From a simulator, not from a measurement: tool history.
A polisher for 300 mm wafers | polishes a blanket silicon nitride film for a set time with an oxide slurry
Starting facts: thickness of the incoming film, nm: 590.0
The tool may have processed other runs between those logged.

run	day	flow of slurry (ml/min)	pressure of the wafer on the pad (psi)	speed of the pad under the wafer (m/s)	abrasive content of the slurry	polishing time (s)	film removed (nm)
1	0.000	230	4.4	1.38	1.0	42	28.168
2	0.154	205	4.4	1.38	1.0	42	27.746
3	0.192	205	4.0	1.38	1.0	42	25.731
4	0.479	205	4.0	1.38	1.0	42	26.135
# day 0.512: conditioning disc replaced and pad reconditioned
5	0.512	155	4.0	1.38	1.0	42	39.689
6	0.542	155	4.0	1.38	0.8	42	35.039
7	0.758	180	4.0	1.38	0.8	42	36.207
8	0.867	220	4.0	1.38	0.8	42	36.837
9	0.988	230	3.5	1.20	0.8	42	30.014
10	1.246	255	3.1	1.08	0.8	42	25.321

Estimate the outcome of run 11 from the log above:
11	1.529	270	2.8	1.02	0.8	42	?

{"run 11": {"film removed (nm)": 22.598}}
